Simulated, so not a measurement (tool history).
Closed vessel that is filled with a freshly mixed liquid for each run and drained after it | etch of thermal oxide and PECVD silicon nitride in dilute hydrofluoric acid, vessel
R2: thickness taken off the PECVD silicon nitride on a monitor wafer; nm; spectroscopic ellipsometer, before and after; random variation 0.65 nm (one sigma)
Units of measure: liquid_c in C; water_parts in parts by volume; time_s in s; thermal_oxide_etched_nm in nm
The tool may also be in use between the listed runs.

run 1 hour=0 | liquid_c=23 water_parts=135 time_s=1400 | thermal_oxide_etched_nm=45.05 R2=56.099
run 2 hour=8.7 | liquid_c=23 water_parts=135 time_s=1790 | thermal_oxide_etched_nm=57.696 R2=70.658
run 3 hour=16.1 | liquid_c=23 water_parts=125 time_s=1775 | thermal_oxide_etched_nm=62.165 R2=75.371
run 4 hour=24.9 | liquid_c=23 water_parts=120 time_s=1760 | thermal_oxide_etched_nm=64.945 R2=77.545
run 5 hour=31.5 | liquid_c=26 water_parts=120 time_s=1760 | thermal_oxide_etched_nm=72.277 R2=94.893
run 6 hour=38.4 | liquid_c=24 water_parts=120 time_s=1760 | thermal_oxide_etched_nm=67.246 R2=84.107
run 7 hour=43.2 | liquid_c=24 water_parts=115 time_s=1750 | thermal_oxide_etched_nm=69.7 R2=86.089
run 8 hour=52.3 | liquid_c=24 water_parts=110 time_s=1745 | thermal_oxide_etched_nm=73.68 R2=89.433
run 9 hour=54 | liquid_c=24 water_parts=110 time_s=1740 | thermal_oxide_etched_nm=74.201 R2=89.702
run 10 hour=63 | liquid_c=24 water_parts=110 time_s=1735 | thermal_oxide_etched_nm=73.665 R2=88.643
run 11 hour=68 | liquid_c=24.5 water_parts=95 time_s=1705 | thermal_oxide_etched_nm=86.608 R2=104.4
run 12 hour=76.6 | liquid_c=24.5 water_parts=95 time_s=1710 | thermal_oxide_etched_nm=87.894 R2=104.38
run 13 hour=85.8 | liquid_c=24.5 water_parts=95 time_s=1715 | thermal_oxide_etched_nm=87.602 R2=105.27

Expected results for the next run?
run 14 hour=89.6 | liquid_c=23.5 water_parts=105 time_s=1740 | thermal_oxide_etched_nm=? R2=?

thermal_oxide_etched_nm: 75.425 nm
R2: 91.652 nm
